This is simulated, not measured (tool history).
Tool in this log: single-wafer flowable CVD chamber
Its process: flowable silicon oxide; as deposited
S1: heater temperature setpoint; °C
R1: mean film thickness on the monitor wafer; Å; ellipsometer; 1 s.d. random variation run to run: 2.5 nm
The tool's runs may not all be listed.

run 1 hour=0 | S1=95 chamber_pressure_(mTorr)=1070 RF_power_(W)=1840 deposition_time_(s)=369 | R1=3741.5
run 2 hour=7 | S1=93 chamber_pressure_(mTorr)=1070 RF_power_(W)=1840 deposition_time_(s)=369 | R1=3990.9
run 3 hour=9.6 | S1=93 chamber_pressure_(mTorr)=940 RF_power_(W)=1840 deposition_time_(s)=369 | R1=3521.1
run 4 hour=15.2 | S1=91 chamber_pressure_(mTorr)=950 RF_power_(W)=1840 deposition_time_(s)=369 | R1=3816.1
run 5 hour=20 | S1=91 chamber_pressure_(mTorr)=950 RF_power_(W)=2100 deposition_time_(s)=369 | R1=3891.6
run 6 hour=28.9 | S1=91 chamber_pressure_(mTorr)=950 RF_power_(W)=1865 deposition_time_(s)=369 | R1=3843.9
run 7 hour=36 | S1=89 chamber_pressure_(mTorr)=950 RF_power_(W)=1865 deposition_time_(s)=369 | R1=4061
run 8 hour=39 | S1=87 chamber_pressure_(mTorr)=960 RF_power_(W)=1865 deposition_time_(s)=369 | R1=4356
run 9 hour=42.7 | S1=85 chamber_pressure_(mTorr)=970 RF_power_(W)=1865 deposition_time_(s)=369 | R1=4656.9
run 10 hour=49.9 | S1=84 chamber_pressure_(mTorr)=980 RF_power_(W)=1865 deposition_time_(s)=369 | R1=4880.8
run 11 hour=50.7 | S1=83 chamber_pressure_(mTorr)=990 RF_power_(W)=1865 deposition_time_(s)=369 | R1=5092.3
run 12 hour=53.6 | S1=82 chamber_pressure_(mTorr)=990 RF_power_(W)=1865 deposition_time_(s)=369 | R1=5263.4
run 13 hour=58.9 | S1=81 chamber_pressure_(mTorr)=990 RF_power_(W)=1865 deposition_time_(s)=369 | R1=5408
run 14 hour=62.1 | S1=80 chamber_pressure_(mTorr)=1000 RF_power_(W)=1865 deposition_time_(s)=369 | R1=5648.7
run 15 hour=63.3 | S1=71 chamber_pressure_(mTorr)=1020 RF_power_(W)=1865 deposition_time_(s)=369 | R1=7224.6
run 16 hour=71.1 | S1=71 chamber_pressure_(mTorr)=1030 RF_power_(W)=1865 deposition_time_(s)=369 | R1=7280
run 17 hour=72.6 | S1=71 chamber_pressure_(mTorr)=1040 RF_power_(W)=1865 deposition_time_(s)=369 | R1=7361.4

Forecast run 18:
run 18 hour=73.2 | S1=71 chamber_pressure_(mTorr)=1050 RF_power_(W)=1865 deposition_time_(s)=369 | R1=?

{"run 18": {"R1": 7405.5}}

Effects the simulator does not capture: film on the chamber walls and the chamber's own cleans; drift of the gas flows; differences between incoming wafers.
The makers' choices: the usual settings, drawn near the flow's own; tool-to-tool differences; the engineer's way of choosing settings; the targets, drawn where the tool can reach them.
